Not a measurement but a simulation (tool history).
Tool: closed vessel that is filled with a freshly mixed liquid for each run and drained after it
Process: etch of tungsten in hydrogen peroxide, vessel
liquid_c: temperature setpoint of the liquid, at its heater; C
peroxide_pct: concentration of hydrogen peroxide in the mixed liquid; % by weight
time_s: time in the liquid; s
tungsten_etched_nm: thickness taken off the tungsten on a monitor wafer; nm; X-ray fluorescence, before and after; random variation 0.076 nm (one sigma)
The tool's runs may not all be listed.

run	day	liquid_c	peroxide_pct	time_s	tungsten_etched_nm
1	0	45	15	30	19.866
2	0.246	51	15	30	28.721
3	0.575	51	16.5	30	30.124
4	0.662	51	16.5	30	30.294
5	0.917	46.5	16.5	30	22.963
6	1.096	53	16.5	30	34.189
7	1.221	48	16.5	30	25.09
8	1.338	44.5	16.5	30	20.149

Run 9 comes next. What will it give?
9	1.642	42	16.5	30	?

tungsten_etched_nm: 17.337 nm
